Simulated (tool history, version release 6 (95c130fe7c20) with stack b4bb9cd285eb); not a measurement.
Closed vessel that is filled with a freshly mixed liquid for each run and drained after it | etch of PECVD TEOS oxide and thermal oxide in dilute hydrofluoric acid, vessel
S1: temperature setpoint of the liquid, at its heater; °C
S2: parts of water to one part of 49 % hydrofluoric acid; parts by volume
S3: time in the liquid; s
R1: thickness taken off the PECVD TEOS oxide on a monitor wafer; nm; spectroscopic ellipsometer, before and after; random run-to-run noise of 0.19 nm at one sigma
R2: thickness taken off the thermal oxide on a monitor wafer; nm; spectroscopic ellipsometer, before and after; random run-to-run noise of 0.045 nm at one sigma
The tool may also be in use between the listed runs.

run	hour	S1	S2	S3	R1	R2
1	0	20	160	560	23.71	12.197
2	8.1	20	160	410	17.317	8.9518
3	9.8	20	160	610	25.232	13.314
4	12.1	22.5	160	610	28.05	14.69
5	20.4	22.5	160	405	18.583	9.8004
6	25.7	22.5	160	605	27.531	14.49
7	29.1	21	165	605	25.656	13.29
8	29.7	20	170	605	23.181	12.339
9	36.2	19.5	170	600	22.283	12.003

Run 10, settings as shown, results not yet in. Your forecast:
10	45.2	17.5	175	600	?	?

R1: 20.137 nm
R2: 10.676 nm
